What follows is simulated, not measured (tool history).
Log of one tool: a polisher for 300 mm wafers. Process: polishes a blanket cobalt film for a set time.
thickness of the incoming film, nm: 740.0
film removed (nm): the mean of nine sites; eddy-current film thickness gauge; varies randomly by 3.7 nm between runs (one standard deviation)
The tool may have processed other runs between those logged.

run,hour,flow of slurry (ml/min),pressure of the wafer on the pad (kPa),speed of the pad under the wafer (cm/s),polishing time (s),film removed (nm)
1,0.0,160,11.7,130,29,192.32
2,6.1,165,13.8,132,29,230.62
3,13.0,165,16.5,132,29,271.18
4,19.9,165,14.5,132,29,243.47
5,28.6,165,15.2,132,29,253.15
6,37.0,165,15.2,132,29,249.17
7,41.9,170,16.5,134,29,280.73
8,47.9,175,17.2,136,29,296.37

Forecast run 9:
9,53.9,175,17.9,138,29,?

Run 9 measured film removed (nm) 316.59.
